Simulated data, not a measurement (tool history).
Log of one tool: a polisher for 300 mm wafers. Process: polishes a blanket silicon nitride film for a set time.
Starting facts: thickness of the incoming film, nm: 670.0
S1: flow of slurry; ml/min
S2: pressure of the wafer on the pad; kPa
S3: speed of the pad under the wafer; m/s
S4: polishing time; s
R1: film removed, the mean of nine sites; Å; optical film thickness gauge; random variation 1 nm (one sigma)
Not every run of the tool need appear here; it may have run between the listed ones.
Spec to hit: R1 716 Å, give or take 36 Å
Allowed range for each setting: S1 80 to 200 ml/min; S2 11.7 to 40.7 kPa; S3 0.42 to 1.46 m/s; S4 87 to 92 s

run 1 hour=0 | S1=130 S2=26.2 S3=0.94 S4=87 | R1=1508
run 2 hour=2 | S1=125 S2=22.8 S3=0.88 S4=87 | R1=1261.8
run 3 hour=3.8 | S1=125 S2=20 S3=0.84 S4=87 | R1=1109.3
run 4 hour=4.4 | S1=125 S2=20 S3=0.84 S4=92 | R1=1145.9
run 5 hour=5.6 | S1=125 S2=17.9 S3=0.8 S4=92 | R1=1005
run 6 hour=14.5 | S1=125 S2=16.5 S3=0.78 S4=92 | R1=921.58
run 7 hour=20.1 | S1=125 S2=15.2 S3=0.76 S4=92 | R1=839.74
run 8 hour=21.6 | S1=125 S2=14.5 S3=0.76 S4=92 | R1=775.64
run 9 hour=24.5 | S1=125 S2=13.8 S3=0.76 S4=92 | R1=739.41
run 10 hour=33.1 | S1=125 S2=13.8 S3=0.76 S4=92 | R1=749.24
run 11 hour=33.7 | S1=125 S2=13.8 S3=0.76 S4=92 | R1=759.75

Below are 5 possible settings for the next run. Only one of them brings all results inside the allowed miss of their targets. Which is it?
run A hour=34.3 | S1=120 S2=16.5 S3=0.72 S4=92 | R1=?
run B hour=34.3 | S1=135 S2=15.9 S3=0.74 S4=92 | R1=?
run C hour=34.3 | S1=125 S2=17.2 S3=0.52 S4=92 | R1=?
run D hour=34.3 | S1=145 S2=15.9 S3=0.74 S4=87 | R1=?
run E hour=34.3 | S1=105 S2=13.8 S3=0.84 S4=92 | R1=?

move=A R1=877.01
move=B R1=870.78
move=C R1=744.57
move=D R1=830.94
move=E R1=803.22
A: its largest miss is bigger than the last run's
B: its largest miss is bigger than the last run's
C: in spec on every target
D: its largest miss is bigger than the last run's
E: its largest miss is bigger than the last run's
C is the move that brings every result within its allowed miss.
